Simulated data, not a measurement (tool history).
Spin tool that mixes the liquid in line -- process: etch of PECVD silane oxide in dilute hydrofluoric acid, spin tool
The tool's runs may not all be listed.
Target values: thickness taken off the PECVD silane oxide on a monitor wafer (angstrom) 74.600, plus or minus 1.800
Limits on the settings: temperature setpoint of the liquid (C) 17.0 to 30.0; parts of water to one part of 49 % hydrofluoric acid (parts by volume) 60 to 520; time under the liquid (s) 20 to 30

run    day  temperature setpoint of the liquid (C)  parts of water to one part of 49 % hydrofluoric acid (parts by volume)  time under the liquid (s)  thickness taken off the PECVD silane oxide on a monitor wafer (angstrom)
  1  0.000                                    22.0                                                                     290                         30                                                                    24.479
  2  0.308                                    24.0                                                                     240                         30                                                                    33.288
  3  0.667                                    24.0                                                                     150                         30                                                                    58.663
  4  0.896                                    24.0                                                                     150                         30                                                                    59.069
  5  0.971                                    24.0                                                                      60                         30                                                                   164.550
  6  1.083                                    24.0                                                                     135                         30                                                                    66.906
  7  1.454                                    23.5                                                                     135                         30                                                                    64.964
  8  1.550                                    24.0                                                                     135                         30                                                                    66.673
  9  1.783                                    23.0                                                                     135                         30                                                                    64.400
 10  1.962                                    27.0                                                                     130                         30                                                                    78.083

Which single option among these 4 for the next run brings every result within its allowed miss of target? Just one does.
  A  2.142                                    27.0                                                                     125                         30                                                                         ?
  B  2.142                                    28.5                                                                     130                         30                                                                         ?
  C  2.142                                    29.0                                                                     145                         30                                                                         ?
  D  2.142                                    29.5                                                                     135                         30                                                                         ?

move  thickness taken off the PECVD silane oxide on a monitor wafer (angstrom)
   A                                                                    81.658
   B                                                                    82.521
   C                                                                    73.906
   D                                                                    81.906
A: lands further from the targets than the last run did
B: lands further from the targets than the last run did
C: meets every target
D: lands further from the targets than the last run did
Move C is the one to make.
